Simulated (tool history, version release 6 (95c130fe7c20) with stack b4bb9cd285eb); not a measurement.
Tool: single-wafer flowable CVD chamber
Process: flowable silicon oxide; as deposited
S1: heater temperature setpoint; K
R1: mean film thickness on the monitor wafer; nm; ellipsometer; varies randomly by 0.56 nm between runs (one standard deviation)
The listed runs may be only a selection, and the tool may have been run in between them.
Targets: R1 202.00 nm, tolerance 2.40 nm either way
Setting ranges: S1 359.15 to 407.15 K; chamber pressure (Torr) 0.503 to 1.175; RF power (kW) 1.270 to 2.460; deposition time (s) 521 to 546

Run 1, hour 0.0: S1 383.15 K, chamber pressure (Torr) 0.839, RF power (kW) 1.865, deposition time (s) 546. Result: R1 226.32 nm.
Run 2, hour 7.8: S1 384.15 K, chamber pressure (Torr) 0.839, RF power (kW) 1.865, deposition time (s) 546. Result: R1 219.19 nm.
Run 3, hour 11.4: S1 378.15 K, chamber pressure (Torr) 0.839, RF power (kW) 1.865, deposition time (s) 546. Result: R1 260.74 nm.
Run 4, hour 16.8: S1 378.15 K, chamber pressure (Torr) 0.839, RF power (kW) 1.865, deposition time (s) 521. Result: R1 248.21 nm.
Run 5, hour 24.8: S1 378.15 K, chamber pressure (Torr) 0.839, RF power (kW) 1.605, deposition time (s) 521. Result: R1 235.34 nm.
Run 6, hour 33.6: S1 378.15 K, chamber pressure (Torr) 0.839, RF power (kW) 1.605, deposition time (s) 546. Result: R1 245.36 nm.
Run 7, hour 35.2: S1 380.15 K, chamber pressure (Torr) 0.839, RF power (kW) 1.605, deposition time (s) 546. Result: R1 232.76 nm.
Run 8, hour 39.5: S1 382.15 K, chamber pressure (Torr) 0.839, RF power (kW) 1.605, deposition time (s) 546. Result: R1 218.66 nm.
Run 9, hour 43.8: S1 383.15 K, chamber pressure (Torr) 0.839, RF power (kW) 1.605, deposition time (s) 546. Result: R1 213.42 nm.
Run 10, hour 50.7: S1 384.15 K, chamber pressure (Torr) 0.839, RF power (kW) 1.605, deposition time (s) 546. Result: R1 207.19 nm.

Exercise: of the 4 proposed moves below, exactly one satisfies all targets within the stated allowed misses. Which move is it?
Run A, hour 57.6: S1 383.15 K, chamber pressure (Torr) 0.878, RF power (kW) 1.570, deposition time (s) 542. Result: R1 ?.
Run B, hour 57.6: S1 386.15 K, chamber pressure (Torr) 0.935, RF power (kW) 1.455, deposition time (s) 546. Result: R1 ?.
Run C, hour 57.6: S1 379.15 K, chamber pressure (Torr) 0.727, RF power (kW) 1.695, deposition time (s) 521. Result: R1 ?.
Run D, hour 57.6: S1 381.15 K, chamber pressure (Torr) 0.812, RF power (kW) 1.570, deposition time (s) 537. Result: R1 ?.

move      R1
   A  218.28
   B  206.59
   C  202.70
   D  212.30
A: misses by more than the last run did
B: nearer the targets than the last run, but a result is still out of spec
C: meets every target
D: misses by more than the last run did
Move C is the one to make.
